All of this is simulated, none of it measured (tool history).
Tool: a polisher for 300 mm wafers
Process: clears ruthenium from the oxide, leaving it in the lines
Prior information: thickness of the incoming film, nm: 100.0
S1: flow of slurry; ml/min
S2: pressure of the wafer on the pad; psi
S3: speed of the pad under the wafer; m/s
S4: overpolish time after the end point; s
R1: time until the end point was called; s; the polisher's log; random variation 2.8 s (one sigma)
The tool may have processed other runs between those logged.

run 1 hour=0 | S1=215 S2=1.7 S3=1.18 S4=26 | R1=101.67
run 2 hour=3.8 | S1=215 S2=1.7 S3=1.18 S4=26 | R1=100.43
run 3 hour=4.7 | S1=215 S2=1.5 S3=1.14 S4=26 | R1=117.96
run 4 hour=13.5 | S1=215 S2=1.3 S3=1.12 S4=26 | R1=137.74
run 5 hour=16.9 | S1=215 S2=1.3 S3=1.12 S4=28 | R1=134.96
run 6 hour=25.7 | S1=215 S2=1.2 S3=1.1 S4=28 | R1=148.59

Predict the results of run 7:
run 7 hour=34.5 | S1=215 S2=1.1 S3=1.1 S4=28 | R1=?

{"run 7": {"R1": 159.2}}
